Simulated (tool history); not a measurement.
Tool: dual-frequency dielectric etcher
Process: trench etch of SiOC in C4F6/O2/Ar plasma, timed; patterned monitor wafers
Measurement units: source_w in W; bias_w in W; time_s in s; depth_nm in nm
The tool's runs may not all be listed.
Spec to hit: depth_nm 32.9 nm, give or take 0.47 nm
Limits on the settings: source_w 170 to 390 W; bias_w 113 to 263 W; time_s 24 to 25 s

Run 1, hour 0: source_w 280 W, bias_w 188 W, time_s 24 s. Result: depth_nm 40.14 nm.
Run 2, hour 3.7: source_w 280 W, bias_w 206 W, time_s 24 s. Result: depth_nm 41.081 nm.
Run 3, hour 10.9: source_w 250 W, bias_w 191 W, time_s 24 s. Result: depth_nm 37.224 nm.
Run 4, hour 18.6: source_w 230 W, bias_w 190 W, time_s 24 s. Result: depth_nm 35.312 nm.
Run 5, hour 24: source_w 260 W, bias_w 190 W, time_s 24 s. Result: depth_nm 38.141 nm.
Run 6, hour 32.3: source_w 240 W, bias_w 189 W, time_s 24 s. Result: depth_nm 36.287 nm.
Run 7, hour 37.1: source_w 230 W, bias_w 188 W, time_s 24 s. Result: depth_nm 35.4 nm.
At hour 40.3: bias power generator calibrated.
Run 8, hour 40.3: source_w 220 W, bias_w 188 W, time_s 24 s. Result: depth_nm 34.417 nm.

Which of these 4 next moves meets every target?
Run A, hour 43.5: source_w 190 W, bias_w 189 W, time_s 25 s. Result: depth_nm ?.
Run B, hour 43.5: source_w 190 W, bias_w 232 W, time_s 24 s. Result: depth_nm ?.
Run C, hour 43.5: source_w 200 W, bias_w 214 W, time_s 24 s. Result: depth_nm ?.
Run D, hour 43.5: source_w 210 W, bias_w 171 W, time_s 25 s. Result: depth_nm ?.

move  depth_nm
   A     31.67
   B    32.012
   C    32.872
   D    33.702
A: takes the biggest miss from the last run beyond its target
B: takes the biggest miss from the last run beyond its target
C: each result inside its tolerance
D: closes in on the targets versus the last run, not all within tolerance yet
The right move is C.
